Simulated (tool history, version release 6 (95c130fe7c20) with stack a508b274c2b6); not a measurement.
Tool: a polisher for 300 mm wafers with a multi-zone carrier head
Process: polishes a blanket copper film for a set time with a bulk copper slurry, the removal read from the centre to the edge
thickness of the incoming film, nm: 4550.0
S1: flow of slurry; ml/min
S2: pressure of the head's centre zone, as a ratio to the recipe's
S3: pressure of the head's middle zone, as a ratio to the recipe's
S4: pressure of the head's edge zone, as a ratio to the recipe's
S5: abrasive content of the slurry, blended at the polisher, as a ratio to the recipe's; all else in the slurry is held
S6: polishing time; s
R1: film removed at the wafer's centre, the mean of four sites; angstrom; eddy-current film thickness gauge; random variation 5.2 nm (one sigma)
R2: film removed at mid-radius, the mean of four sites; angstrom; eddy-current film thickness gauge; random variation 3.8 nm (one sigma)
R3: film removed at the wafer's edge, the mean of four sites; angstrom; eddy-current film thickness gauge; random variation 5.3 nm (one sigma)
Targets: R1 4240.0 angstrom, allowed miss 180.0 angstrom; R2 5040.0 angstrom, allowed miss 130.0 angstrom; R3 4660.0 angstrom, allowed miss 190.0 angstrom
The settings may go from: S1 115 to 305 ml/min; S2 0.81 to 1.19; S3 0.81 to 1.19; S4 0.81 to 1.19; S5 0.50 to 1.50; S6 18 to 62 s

run	day	S1	S2	S3	S4	S5	S6	R1	R2	R3
1	0.000	195	1.00	1.00	1.00	1.00	40	3860.9	3933.3	3835.5
2	0.158	195	1.00	1.00	1.05	1.00	40	3927.8	3917.1	3897.7
3	0.396	195	1.00	1.00	1.01	1.00	40	3886.9	3905.3	3743.8
4	0.683	195	0.97	1.00	1.01	1.00	40	3814.0	3951.2	3843.6
5	0.996	215	0.97	1.00	1.01	1.00	40	3806.0	3991.7	3913.5
6	1.371	225	0.97	1.03	1.03	1.05	40	3969.6	4174.3	3976.4
7	1.642	235	0.95	1.05	1.06	1.10	40	3953.1	4288.0	4082.1
8	1.692	245	0.94	1.07	1.08	1.15	40	4020.5	4459.0	4172.3
9	1.850	250	0.93	1.08	1.10	1.20	40	3951.2	4522.5	4212.3
10	1.979	255	0.93	1.09	1.11	1.25	40	3972.4	4574.4	4323.7
11	2.250	260	0.93	1.10	1.12	1.30	40	4100.0	4688.8	4381.6
12	2.562	265	0.93	1.11	1.13	1.35	40	4134.8	4761.5	4406.7
13	2.829	270	0.93	1.12	1.14	1.35	40	4135.9	4809.5	4508.6

5 next moves are on the table. One of them brings every result within its allowed miss. Which?
A	3.096	270	0.96	1.07	1.10	1.20	42	?	?	?
B	3.096	305	0.91	1.11	1.12	1.30	42	?	?	?
C	3.096	285	0.96	1.10	1.14	1.25	38	?	?	?
D	3.096	290	0.85	1.01	1.05	1.50	41	?	?	?
E	3.096	305	0.89	1.12	0.95	1.40	41	?	?	?

move	R1	R2	R3
A	4392.1	4667.2	4446.6
B	4329.2	4964.0	4608.1
C	4036.0	4387.3	4150.2
D	4087.5	4592.3	4482.1
E	4214.1	4964.5	4216.5
A: further off than the last run
B: meets every target
C: further off than the last run
D: further off than the last run
E: brings the result that was furthest off to its target, and leaves another outside
Answer: B

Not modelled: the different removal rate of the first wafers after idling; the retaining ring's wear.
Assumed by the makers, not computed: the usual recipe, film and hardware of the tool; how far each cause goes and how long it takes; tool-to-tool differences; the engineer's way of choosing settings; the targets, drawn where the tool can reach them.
